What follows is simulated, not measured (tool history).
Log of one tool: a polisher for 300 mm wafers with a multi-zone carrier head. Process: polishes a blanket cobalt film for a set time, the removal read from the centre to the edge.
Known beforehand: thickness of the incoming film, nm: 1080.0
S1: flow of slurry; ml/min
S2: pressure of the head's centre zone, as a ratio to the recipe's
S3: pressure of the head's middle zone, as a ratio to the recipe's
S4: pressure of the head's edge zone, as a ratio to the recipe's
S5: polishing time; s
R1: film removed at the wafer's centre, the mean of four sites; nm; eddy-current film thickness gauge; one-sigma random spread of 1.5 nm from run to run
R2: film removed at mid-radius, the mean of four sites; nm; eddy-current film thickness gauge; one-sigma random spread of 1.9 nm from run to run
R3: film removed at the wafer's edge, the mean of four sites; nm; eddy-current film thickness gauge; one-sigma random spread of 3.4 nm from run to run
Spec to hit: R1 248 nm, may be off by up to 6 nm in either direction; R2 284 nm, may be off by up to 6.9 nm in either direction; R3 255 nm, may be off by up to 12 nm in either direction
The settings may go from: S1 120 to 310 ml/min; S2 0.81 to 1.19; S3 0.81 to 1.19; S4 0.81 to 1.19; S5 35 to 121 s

run  hour   S1    S2    S3    S4  S5      R1      R2      R3
  1     0  200     1     1     1  78  231.84  232.32  234.82
  2     4  210     1  1.03  1.01  78  236.15  244.23  239.84
  3   8.5  210     1  1.03  1.01  85   252.3  264.78  255.19
  4  13.4  215  0.99  1.04  1.01  85  254.48  270.18  257.36
  5  15.8  215  0.98  1.05  1.01  85  249.19  272.42  255.18
  6  18.5  215  0.98  1.05  0.92  85  248.96   268.1  245.35
  7  19.3  220  0.98  1.05  0.93  85  252.06  270.57  251.28
  8    24  220  0.98  1.06  0.93  85  252.18  272.55  247.12
  9  30.3  220  0.98  1.06  0.94  85  250.92  273.24  246.91

Which of these 4 next moves meets every target?
  A  36.6  175  1.01  1.01  0.84  89   ?   ?   ?
  B  36.6  190  0.97  1.09  0.93  82   ?   ?   ?
  C  36.6  295  0.96   1.1  0.97  83   ?   ?   ?
  D  36.6  235  0.84  1.02  0.84  91   ?   ?   ?

move      R1      R2      R3
   A  259.13  263.65  241.25
   B  232.77  262.67  234.83
   C  247.86   283.1  252.61
   D   230.8  283.99  254.58
A: the biggest miss grows against the last run
B: the biggest miss grows against the last run
C: each result inside its tolerance
D: the worst result of the last run now meets its target, but another is out of spec
Go with C: it meets all targets.
